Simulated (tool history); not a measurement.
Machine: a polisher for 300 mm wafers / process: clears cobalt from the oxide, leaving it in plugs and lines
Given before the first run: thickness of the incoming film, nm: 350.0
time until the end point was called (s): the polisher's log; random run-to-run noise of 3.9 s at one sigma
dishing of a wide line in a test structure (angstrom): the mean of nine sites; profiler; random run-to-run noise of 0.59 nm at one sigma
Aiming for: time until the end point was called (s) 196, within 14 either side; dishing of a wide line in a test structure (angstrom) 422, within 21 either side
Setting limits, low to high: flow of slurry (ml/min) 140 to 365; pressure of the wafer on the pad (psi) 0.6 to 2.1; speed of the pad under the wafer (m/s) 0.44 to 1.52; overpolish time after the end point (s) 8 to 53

run	hour	flow of slurry (ml/min)	pressure of the wafer on the pad (psi)	speed of the pad under the wafer (m/s)	overpolish time after the end point (s)	time until the end point was called (s)	dishing of a wide line in a test structure (angstrom)
1	0	235	1.3	0.98	27	108.86	578.87
2	4.1	235	1.3	0.98	22	110.02	512.47
3	8.5	210	1.3	0.98	22	112.16	500.74
4	16.4	210	1.5	0.98	22	97.473	541.06
5	22.3	205	1.3	0.96	24	111.43	520.03
6	29.3	170	1.3	0.96	24	116.84	516.12
7	35.5	170	1.1	0.94	25	137.27	452.06
8	43.5	170	1	0.92	28	148.49	467.15
9	50.7	170	0.9	0.92	29	168.32	451.6
10	55.5	170	0.9	0.92	29	174.58	444.6

Which single option among these 5 for the next run brings every result within its allowed miss of target? Just one does.
A	60.3	190	0.6	0.94	30	?	?
B	60.3	150	1	1.04	28	?	?
C	60.3	140	0.9	0.8	30	?	?
D	60.3	165	0.8	0.8	29	?	?
E	60.3	180	0.8	0.88	25	?	?

move	time until the end point was called (s)	dishing of a wide line in a test structure (angstrom)
A	250.12	353.64
B	148.19	490.8
C	205.12	410.5
D	221.76	377.65
E	202.65	360.7
A: pushes the last run's worst result past its target
B: misses by more than the last run did
C: all results in spec
D: pushes the last run's worst result past its target
E: puts the biggest miss on target and leaves a different result outside tolerance
The move that meets every target is C.
